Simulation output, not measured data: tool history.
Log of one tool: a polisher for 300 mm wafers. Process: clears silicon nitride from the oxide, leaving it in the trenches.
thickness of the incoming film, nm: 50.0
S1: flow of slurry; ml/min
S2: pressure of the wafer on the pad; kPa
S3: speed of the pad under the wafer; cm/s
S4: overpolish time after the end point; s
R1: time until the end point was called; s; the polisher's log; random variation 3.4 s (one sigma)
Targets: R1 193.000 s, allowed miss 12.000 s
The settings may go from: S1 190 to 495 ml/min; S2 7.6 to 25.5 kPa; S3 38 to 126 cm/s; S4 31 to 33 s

run  hour   S1    S2  S3  S4       R1
  1   0.0  320  16.5  82  31   66.561
  2   5.8  320  16.5  74  31   72.656
  3  10.0  320  16.5  62  31   86.756
  4  18.0  390  16.5  62  31   86.991
  5  21.9  390  15.9  60  31   92.130
  6  24.2  390  12.4  60  31  118.800
  7  28.4  390  12.4  60  31  114.910
  8  34.7  390  11.7  58  31  126.300
  9  43.0  390  11.0  56  31  140.210
 10  51.9  390  10.3  56  31  144.620

5 next moves are on the table. One of them brings every result within its allowed miss. Which?
  A  60.8  395  12.4  56  31   ?
  B  60.8  495   9.0  42  33   ?
  C  60.8  495  15.9  46  31   ?
  D  60.8  425  15.2  46  33   ?
  E  60.8  380   7.6  58  31   ?

move       R1
   A  123.390
   B  218.010
   C  115.790
   D  122.010
   E  190.980
A: further off than the last run
B: takes the result that was furthest off past its target
C: further off than the last run
D: further off than the last run
E: meets every target
The right move is E.
